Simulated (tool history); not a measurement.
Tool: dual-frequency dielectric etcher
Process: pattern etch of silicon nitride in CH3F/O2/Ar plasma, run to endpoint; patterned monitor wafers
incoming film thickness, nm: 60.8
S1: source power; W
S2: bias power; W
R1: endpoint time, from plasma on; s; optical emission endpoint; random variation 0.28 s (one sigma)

| run | day | S1 | S2 | R1 |
|---|---|---|---|---|
| 1 | 0.000 | 530 | 81 | 70.981 |
| 2 | 0.125 | 500 | 81 | 73.299 |
| 3 | 0.275 | 480 | 81 | 75.752 |
| 4 | 0.579 | 470 | 81 | 75.590 |
| 5 | 0.646 | 460 | 81 | 76.912 |
| 6 | 0.708 | 460 | 94 | 73.047 |

The next listed run, before its measurement:
| 7 | 0.842 | 360 | 92 | ? |

{"run 7": {"R1": 85.112}}
